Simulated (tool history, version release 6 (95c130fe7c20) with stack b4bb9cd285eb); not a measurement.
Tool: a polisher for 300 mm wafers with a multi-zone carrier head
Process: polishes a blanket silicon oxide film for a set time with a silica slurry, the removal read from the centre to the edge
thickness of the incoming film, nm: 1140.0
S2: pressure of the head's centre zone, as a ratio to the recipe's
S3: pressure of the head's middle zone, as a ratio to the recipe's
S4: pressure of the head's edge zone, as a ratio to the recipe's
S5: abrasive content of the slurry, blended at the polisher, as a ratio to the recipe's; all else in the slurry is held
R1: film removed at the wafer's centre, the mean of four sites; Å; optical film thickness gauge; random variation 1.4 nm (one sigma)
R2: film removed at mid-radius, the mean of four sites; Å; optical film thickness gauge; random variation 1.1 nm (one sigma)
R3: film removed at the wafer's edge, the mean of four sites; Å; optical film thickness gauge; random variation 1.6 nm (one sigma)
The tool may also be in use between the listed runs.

Run 1, hour 0: flow of slurry (ml/min) 220, S2 1, S3 1, S4 1, S5 1, polishing time (s) 44. Result: R1 1732.6 Å, R2 1676.1 Å, R3 1699.8 Å.
Run 2, hour 7.8: flow of slurry (ml/min) 220, S2 0.96, S3 1, S4 1, S5 1, polishing time (s) 44. Result: R1 1678.7 Å, R2 1677.7 Å, R3 1739.3 Å.
Run 3, hour 12.5: flow of slurry (ml/min) 215, S2 0.94, S3 0.98, S4 0.98, S5 0.85, polishing time (s) 43. Result: R1 1425.5 Å, R2 1402.7 Å, R3 1475.1 Å.
Run 4, hour 14.4: flow of slurry (ml/min) 205, S2 0.91, S3 0.96, S4 0.94, S5 0.85, polishing time (s) 43. Result: R1 1315.4 Å, R2 1380.3 Å, R3 1442.9 Å.
Run 5, hour 22.9: flow of slurry (ml/min) 180, S2 0.91, S3 0.96, S4 0.94, S5 0.85, polishing time (s) 43. Result: R1 1349 Å, R2 1368.9 Å, R3 1458.1 Å.
Run 6, hour 29.4: flow of slurry (ml/min) 180, S2 0.83, S3 0.96, S4 0.94, S5 0.85, polishing time (s) 43. Result: R1 1234.2 Å, R2 1395.9 Å, R3 1414.2 Å.
Run 7, hour 31.3: flow of slurry (ml/min) 180, S2 0.83, S3 0.96, S4 0.94, S5 0.85, polishing time (s) 43. Result: R1 1203.3 Å, R2 1371.2 Å, R3 1462.9 Å.
Run 8, hour 36.7: flow of slurry (ml/min) 180, S2 0.85, S3 0.94, S4 0.92, S5 0.8, polishing time (s) 43. Result: R1 1172.6 Å, R2 1302.6 Å, R3 1346.8 Å.

Run 9 comes next. What will it give?
Run 9, hour 45: flow of slurry (ml/min) 180, S2 0.87, S3 0.91, S4 0.91, S5 0.8, polishing time (s) 43. Result: R1 ?, R2 ?, R3 ?.

{"run 9": {"R1": 1211.5, "R2": 1242.7, "R3": 1353}}
